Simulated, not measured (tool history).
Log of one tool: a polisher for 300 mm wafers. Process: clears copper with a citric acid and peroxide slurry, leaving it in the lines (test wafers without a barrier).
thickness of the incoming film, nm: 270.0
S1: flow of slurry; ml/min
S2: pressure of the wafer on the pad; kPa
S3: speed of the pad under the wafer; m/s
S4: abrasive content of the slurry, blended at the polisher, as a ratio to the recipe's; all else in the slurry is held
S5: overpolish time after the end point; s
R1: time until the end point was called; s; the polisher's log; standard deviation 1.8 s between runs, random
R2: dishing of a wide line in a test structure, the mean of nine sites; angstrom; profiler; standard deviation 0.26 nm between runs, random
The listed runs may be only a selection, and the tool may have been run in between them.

| run | hour | S1 | S2 | S3 | S4 | S5 | R1 | R2 |
|---|---|---|---|---|---|---|---|---|
| 1 | 0 | 315 | 20.7 | 1.12 | 1 | 21 | 114.24 | 356.71 |
| 2 | 7.7 | 315 | 19.3 | 1.12 | 1 | 21 | 120.59 | 340.96 |
| 3 | 8.7 | 315 | 17.9 | 1.12 | 1 | 21 | 127.55 | 316.26 |
| 4 | 10.4 | 315 | 17.9 | 1.12 | 0.9 | 21 | 131.08 | 315.35 |
| 5 | 17.8 | 315 | 16.5 | 1.12 | 0.9 | 21 | 140.1 | 293.25 |
| 6 | 23.4 | 315 | 15.9 | 1.12 | 0.9 | 21 | 146.37 | 292.93 |
| 7 | 27.9 | 315 | 11.7 | 1.1 | 0.9 | 19 | 184.77 | 211.4 |

Forecast run 8:
| 8 | 35.8 | 310 | 12.4 | 1.1 | 0.85 | 20 | ? | ? |

{"run 8": {"R1": 179.17, "R2": 223.05}}

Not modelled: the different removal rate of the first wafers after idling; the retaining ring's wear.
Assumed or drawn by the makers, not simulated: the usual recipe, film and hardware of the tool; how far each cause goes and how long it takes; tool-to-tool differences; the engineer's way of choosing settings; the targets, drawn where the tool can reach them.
